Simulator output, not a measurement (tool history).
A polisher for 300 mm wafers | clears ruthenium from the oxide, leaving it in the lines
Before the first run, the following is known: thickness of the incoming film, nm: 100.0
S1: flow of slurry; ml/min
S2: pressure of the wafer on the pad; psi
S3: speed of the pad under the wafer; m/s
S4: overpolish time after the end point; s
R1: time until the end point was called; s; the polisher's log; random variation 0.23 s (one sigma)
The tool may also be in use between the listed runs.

{"run": 1, "hour": 0.0, "S1": 250, "S2": 2.7, "S3": 1.18, "S4": 26, "R1": 51.173}
{"run": 2, "hour": 2.4, "S1": 250, "S2": 2.7, "S3": 1.44, "S4": 26, "R1": 42.137}
{"run": 3, "hour": 5.2, "S1": 250, "S2": 2.7, "S3": 1.24, "S4": 26, "R1": 48.274}
{"run": 4, "hour": 9.9, "S1": 305, "S2": 2.7, "S3": 1.24, "S4": 26, "R1": 47.865}
{"run": 5, "hour": 13.9, "S1": 360, "S2": 2.7, "S3": 1.24, "S4": 26, "R1": 47.2}
{"run": 6, "hour": 19.6, "S1": 395, "S2": 2.7, "S3": 1.24, "S4": 26, "R1": 47.158}
{"run": 7, "hour": 25.3, "S1": 395, "S2": 2.7, "S3": 1.24, "S4": 26, "R1": 46.698}
{"run": 8, "hour": 27.4, "S1": 395, "S2": 3, "S3": 1.24, "S4": 26, "R1": 42.261}
{"run": 9, "hour": 33.2, "S1": 395, "S2": 3.3, "S3": 1.24, "S4": 26, "R1": 38.668}
{"run": 10, "hour": 38.0, "S1": 395, "S2": 3.5, "S3": 1.26, "S4": 26, "R1": 35.85}

Forecast run 11:
{"run": 11, "hour": 44.5, "S1": 395, "S2": 3.7, "S3": 1.28, "S4": 26, "R1": "?"}

Run 11 yielded R1 33.673 s.
